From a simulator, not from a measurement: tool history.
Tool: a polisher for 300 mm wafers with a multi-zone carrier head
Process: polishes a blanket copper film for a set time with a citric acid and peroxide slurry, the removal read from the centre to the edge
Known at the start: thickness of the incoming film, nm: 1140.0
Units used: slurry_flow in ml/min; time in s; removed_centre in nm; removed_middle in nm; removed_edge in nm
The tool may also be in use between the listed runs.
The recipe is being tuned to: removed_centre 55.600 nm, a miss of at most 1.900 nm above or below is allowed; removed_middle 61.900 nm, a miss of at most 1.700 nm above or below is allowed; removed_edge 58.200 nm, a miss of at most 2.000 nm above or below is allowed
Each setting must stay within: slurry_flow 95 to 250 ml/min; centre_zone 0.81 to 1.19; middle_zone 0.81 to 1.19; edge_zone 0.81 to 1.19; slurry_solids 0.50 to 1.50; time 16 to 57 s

run    day  slurry_flow  centre_zone  middle_zone  edge_zone  slurry_solids  time  removed_centre  removed_middle  removed_edge
  1  0.000          160         1.00         1.00       1.00           1.00    36          69.086          70.695        66.930
  2  0.121          200         1.00         1.00       1.00           1.00    36          70.601          72.006        69.356
  3  0.183          200         1.00         1.07       1.00           1.00    36          70.719          76.882        69.000
  4  0.275          200         1.00         1.07       0.97           1.00    36          69.508          76.466        68.729
  5  0.408          200         1.00         1.01       0.97           1.00    36          68.831          71.696        69.255
  6  0.583          190         0.99         1.01       0.95           0.95    36          68.445          72.070        66.751
  7  0.733          185         0.97         0.99       0.94           0.90    36          65.620          68.002        65.054
  8  1.104          180         0.95         0.99       0.92           0.90    36          64.723          68.571        65.185
  9  1.392          175         0.93         0.99       0.91           0.85    36          60.790          67.215        62.759

4 next moves are on the table. One of them brings every result within its allowed miss. Which?
  A  1.679          175         0.97         1.17       0.84           0.85    33               ?               ?             ?
  B  1.679          165         0.84         1.09       0.92           0.60    38               ?               ?             ?
  C  1.679          225         0.90         0.97       0.92           0.90    32               ?               ?             ?
  D  1.679          190         0.88         0.97       0.90           0.90    36               ?               ?             ?

move  removed_centre  removed_middle  removed_edge
   A          59.036          70.068        55.646
   B          51.525          66.567        57.802
   C          55.971          61.799        58.136
   D          60.381          68.268        64.011
A: misses by more than the last run did
B: moves toward the targets from the last run without getting all of them in spec
C: hits every target within its allowed miss
D: misses by more than the last run did
So the answer is move C, the one that meets all the targets.

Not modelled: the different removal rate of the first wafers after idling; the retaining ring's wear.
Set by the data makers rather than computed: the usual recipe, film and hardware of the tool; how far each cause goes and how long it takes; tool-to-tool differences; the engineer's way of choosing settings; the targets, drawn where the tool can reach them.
